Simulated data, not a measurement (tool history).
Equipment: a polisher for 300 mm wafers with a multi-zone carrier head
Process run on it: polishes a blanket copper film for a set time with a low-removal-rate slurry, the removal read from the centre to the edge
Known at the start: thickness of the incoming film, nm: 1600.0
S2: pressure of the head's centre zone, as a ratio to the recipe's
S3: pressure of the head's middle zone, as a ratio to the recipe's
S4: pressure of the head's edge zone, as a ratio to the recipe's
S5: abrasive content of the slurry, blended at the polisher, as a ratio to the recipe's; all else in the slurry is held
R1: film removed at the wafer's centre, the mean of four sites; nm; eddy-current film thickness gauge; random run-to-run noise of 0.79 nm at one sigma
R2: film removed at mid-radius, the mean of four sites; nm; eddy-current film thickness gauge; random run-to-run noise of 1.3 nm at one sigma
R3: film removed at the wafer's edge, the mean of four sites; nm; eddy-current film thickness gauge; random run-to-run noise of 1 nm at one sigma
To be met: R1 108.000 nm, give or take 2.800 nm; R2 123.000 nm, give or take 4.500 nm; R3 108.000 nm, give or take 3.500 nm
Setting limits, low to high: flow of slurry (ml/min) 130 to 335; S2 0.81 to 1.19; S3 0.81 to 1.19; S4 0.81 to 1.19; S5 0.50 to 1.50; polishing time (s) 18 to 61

{"run": 1, "hour": 0.0, "flow of slurry (ml/min)": 215, "S2": 1.0, "S3": 1.0, "S4": 1.0, "S5": 1.0, "polishing time (s)": 39, "R1": 94.987, "R2": 96.732, "R3": 93.398}
{"run": 2, "hour": 4.0, "flow of slurry (ml/min)": 215, "S2": 1.0, "S3": 0.91, "S4": 1.0, "S5": 1.0, "polishing time (s)": 39, "R1": 94.439, "R2": 88.513, "R3": 94.688}
{"run": 3, "hour": 7.4, "flow of slurry (ml/min)": 215, "S2": 1.0, "S3": 0.91, "S4": 1.0, "S5": 1.0, "polishing time (s)": 35, "R1": 85.19, "R2": 79.609, "R3": 83.671}
{"run": 4, "hour": 14.0, "flow of slurry (ml/min)": 215, "S2": 1.0, "S3": 0.91, "S4": 1.0, "S5": 1.0, "polishing time (s)": 27, "R1": 66.882, "R2": 62.693, "R3": 64.51}
{"run": 5, "hour": 22.1, "flow of slurry (ml/min)": 215, "S2": 1.0, "S3": 0.83, "S4": 1.0, "S5": 1.0, "polishing time (s)": 27, "R1": 66.484, "R2": 56.75, "R3": 64.835}
{"run": 6, "hour": 24.7, "flow of slurry (ml/min)": 215, "S2": 1.0, "S3": 0.83, "S4": 1.05, "S5": 1.0, "polishing time (s)": 27, "R1": 65.872, "R2": 56.186, "R3": 66.122}
{"run": 7, "hour": 27.0, "flow of slurry (ml/min)": 225, "S2": 1.01, "S3": 0.92, "S4": 1.07, "S5": 1.15, "polishing time (s)": 30, "R1": 76.409, "R2": 71.427, "R3": 76.479}
{"run": 8, "hour": 30.0, "flow of slurry (ml/min)": 235, "S2": 1.02, "S3": 0.98, "S4": 1.09, "S5": 1.25, "polishing time (s)": 32, "R1": 85.467, "R2": 83.805, "R3": 85.885}
{"run": 9, "hour": 35.1, "flow of slurry (ml/min)": 250, "S2": 1.03, "S3": 1.04, "S4": 1.11, "S5": 1.35, "polishing time (s)": 33, "R1": 91.677, "R2": 91.27, "R3": 90.612}
{"run": 10, "hour": 36.9, "flow of slurry (ml/min)": 250, "S2": 1.02, "S3": 1.08, "S4": 1.11, "S5": 1.4, "polishing time (s)": 35, "R1": 97.413, "R2": 101.54, "R3": 97.629}
{"run": 11, "hour": 43.2, "flow of slurry (ml/min)": 305, "S2": 1.03, "S3": 1.18, "S4": 1.14, "S5": 1.5, "polishing time (s)": 36, "R1": 103.55, "R2": 118.06, "R3": 104.62}
{"run": 12, "hour": 44.3, "flow of slurry (ml/min)": 310, "S2": 1.03, "S3": 1.18, "S4": 1.14, "S5": 1.5, "polishing time (s)": 36, "R1": 104.76, "R2": 119.07, "R3": 103.33}
{"run": 13, "hour": 52.3, "flow of slurry (ml/min)": 310, "S2": 1.03, "S3": 1.18, "S4": 1.15, "S5": 1.5, "polishing time (s)": 36, "R1": 105.47, "R2": 118.49, "R3": 104.29}

Below are 4 possible settings for the next run. Only one of them brings all results inside the allowed miss of their targets. Which is it?
{"run": "A", "hour": 60.3, "flow of slurry (ml/min)": 335, "S2": 1.09, "S3": 1.19, "S4": 1.17, "S5": 1.5, "polishing time (s)": 34, "R1": "?", "R2": "?", "R3": "?"}
{"run": "B", "hour": 60.3, "flow of slurry (ml/min)": 315, "S2": 1.01, "S3": 1.04, "S4": 1.19, "S5": 1.35, "polishing time (s)": 37, "R1": "?", "R2": "?", "R3": "?"}
{"run": "C", "hour": 60.3, "flow of slurry (ml/min)": 270, "S2": 1.02, "S3": 1.19, "S4": 1.04, "S5": 1.5, "polishing time (s)": 36, "R1": "?", "R2": "?", "R3": "?"}
{"run": "D", "hour": 60.3, "flow of slurry (ml/min)": 295, "S2": 1.03, "S3": 1.19, "S4": 1.15, "S5": 1.5, "polishing time (s)": 37, "R1": "?", "R2": "?", "R3": "?"}

move=A R1=104.580 R2=110.870 R3=100.240
move=B R1=102.530 R2=104.120 R3=106.830
move=C R1=101.940 R2=115.230 R3=99.110
move=D R1=106.690 R2=119.380 R3=107.310
A: lands further from the targets than the last run did
B: meets the target for the result that was furthest off, but another lies outside its allowed miss
C: lands further from the targets than the last run did
D: meets every target
D meets every target.
